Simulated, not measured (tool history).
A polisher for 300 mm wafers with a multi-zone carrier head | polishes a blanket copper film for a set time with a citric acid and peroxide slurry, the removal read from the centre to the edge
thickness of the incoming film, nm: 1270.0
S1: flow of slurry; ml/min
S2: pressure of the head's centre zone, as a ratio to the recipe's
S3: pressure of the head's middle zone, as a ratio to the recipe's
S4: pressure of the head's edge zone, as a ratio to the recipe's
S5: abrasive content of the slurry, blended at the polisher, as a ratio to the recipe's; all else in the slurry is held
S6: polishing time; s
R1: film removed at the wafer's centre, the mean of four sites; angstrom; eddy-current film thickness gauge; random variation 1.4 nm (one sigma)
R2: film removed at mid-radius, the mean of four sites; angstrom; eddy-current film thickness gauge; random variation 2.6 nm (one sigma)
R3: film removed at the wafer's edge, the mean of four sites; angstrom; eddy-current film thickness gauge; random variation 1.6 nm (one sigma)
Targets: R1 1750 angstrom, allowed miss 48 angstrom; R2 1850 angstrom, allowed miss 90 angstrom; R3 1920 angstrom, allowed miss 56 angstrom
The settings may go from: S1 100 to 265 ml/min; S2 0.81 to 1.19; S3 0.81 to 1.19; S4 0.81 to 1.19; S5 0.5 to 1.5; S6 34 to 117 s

run    day   S1    S2    S3    S4    S5  S6      R1      R2      R3
  1      0  170     1     1     1     1  75  2371.1  2237.4  2159.1
  2  0.367  170     1     1  0.93     1  75  2345.1  2246.3  2060.3
  3  0.471  170     1     1  1.01     1  75  2353.7  2168.3  2144.8
  4    0.7  170  0.96     1  1.01     1  75  2271.8  2178.3  2111.5
  5  1.008  170  0.96  0.97  1.01     1  75  2294.8  2166.8  2147.8
  6  1.217  170  0.96  0.97  1.01   1.1  75  2301.3  2161.3  2181.2
  7  1.467  120  0.86   0.9  0.96  0.85  71    1723  1693.3  1854.8
  8  1.742  125  0.85  0.92  0.97  0.85  71  1711.6  1788.5  1859.9

5 next moves are on the table. One of them brings every result within its allowed miss. Which?
  A  2.017  145  0.81  0.88   0.9   0.9  73   ?   ?   ?
  B  2.017  120  0.91  0.88  0.97   0.7  70   ?   ?   ?
  C  2.017  155  0.84  0.93  1.02  0.65  68   ?   ?   ?
  D  2.017  120  0.87  0.86  0.93  0.85  72   ?   ?   ?
  E  2.017  105  0.83  0.98  1.17   0.7  74   ?   ?   ?

move      R1      R2      R3
   A  1754.4  1860.8  1914.5
   B  1722.7  1636.6  1769.6
   C  1640.3  1752.1  1818.7
   D  1744.5  1701.5  1838.1
   E  1586.4  1817.5    1995
A: meets every target
B: further off than the last run
C: further off than the last run
D: further off than the last run
E: takes the result that was furthest off past its target
Move A is the one to make.
